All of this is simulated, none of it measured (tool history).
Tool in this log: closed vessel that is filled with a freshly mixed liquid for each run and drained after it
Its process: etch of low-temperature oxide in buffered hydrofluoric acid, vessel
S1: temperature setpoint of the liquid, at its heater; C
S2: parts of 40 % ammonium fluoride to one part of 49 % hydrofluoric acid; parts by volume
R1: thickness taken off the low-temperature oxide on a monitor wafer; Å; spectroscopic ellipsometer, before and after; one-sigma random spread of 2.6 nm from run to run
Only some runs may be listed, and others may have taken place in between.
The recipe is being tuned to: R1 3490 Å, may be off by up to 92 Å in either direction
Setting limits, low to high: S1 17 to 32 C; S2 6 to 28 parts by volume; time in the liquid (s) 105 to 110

{"run": 1, "hour": 0.0, "S1": 25, "S2": 17, "time in the liquid (s)": 105, "R1": 1382.4}
{"run": 2, "hour": 8.3, "S1": 26, "S2": 15.5, "time in the liquid (s)": 105, "R1": 1589.4}
{"run": 3, "hour": 9.4, "S1": 27, "S2": 14.5, "time in the liquid (s)": 105, "R1": 1795.4}
{"run": 4, "hour": 18.3, "S1": 27.5, "S2": 13.5, "time in the liquid (s)": 105, "R1": 2033.9}
{"run": 5, "hour": 22.1, "S1": 28, "S2": 13, "time in the liquid (s)": 105, "R1": 2122.7}
{"run": 6, "hour": 27.5, "S1": 28.5, "S2": 12.5, "time in the liquid (s)": 105, "R1": 2285.9}
{"hour": 29.5, "done": "hydrofluoric acid flow meter replaced"}
{"run": 7, "hour": 29.5, "S1": 29, "S2": 12, "time in the liquid (s)": 105, "R1": 2337.5}
{"run": 8, "hour": 34.3, "S1": 29.5, "S2": 11.5, "time in the liquid (s)": 105, "R1": 2499.1}
{"run": 9, "hour": 39.6, "S1": 30, "S2": 11, "time in the liquid (s)": 105, "R1": 2647.7}
{"run": 10, "hour": 45.0, "S1": 30.5, "S2": 10.5, "time in the liquid (s)": 105, "R1": 2865.2}
{"run": 11, "hour": 48.2, "S1": 31.5, "S2": 9.5, "time in the liquid (s)": 105, "R1": 3256}
{"run": 12, "hour": 56.8, "S1": 31.5, "S2": 9.5, "time in the liquid (s)": 105, "R1": 3206.3}

Which one of the following 5 next-run settings gets every result inside its allowed miss? There is exactly one.
{"run": "A", "hour": 65.4, "S1": 31, "S2": 8.5, "time in the liquid (s)": 105, "R1": "?"}
{"run": "B", "hour": 65.4, "S1": 32, "S2": 10, "time in the liquid (s)": 105, "R1": "?"}
{"run": "C", "hour": 65.4, "S1": 32, "S2": 8.5, "time in the liquid (s)": 105, "R1": "?"}
{"run": "D", "hour": 65.4, "S1": 31, "S2": 8.5, "time in the liquid (s)": 110, "R1": "?"}
{"run": "E", "hour": 65.4, "S1": 31, "S2": 9, "time in the liquid (s)": 105, "R1": "?"}

move=A R1=3519.9
move=B R1=3261.9
move=C R1=3707.4
move=D R1=3687.5
move=E R1=3308.4
A: each result inside its tolerance
B: moves toward the targets from the last run without getting all of them in spec
C: takes the result that was furthest off past its target
D: takes the result that was furthest off past its target
E: moves toward the targets from the last run without getting all of them in spec
Go with A: it meets all targets.

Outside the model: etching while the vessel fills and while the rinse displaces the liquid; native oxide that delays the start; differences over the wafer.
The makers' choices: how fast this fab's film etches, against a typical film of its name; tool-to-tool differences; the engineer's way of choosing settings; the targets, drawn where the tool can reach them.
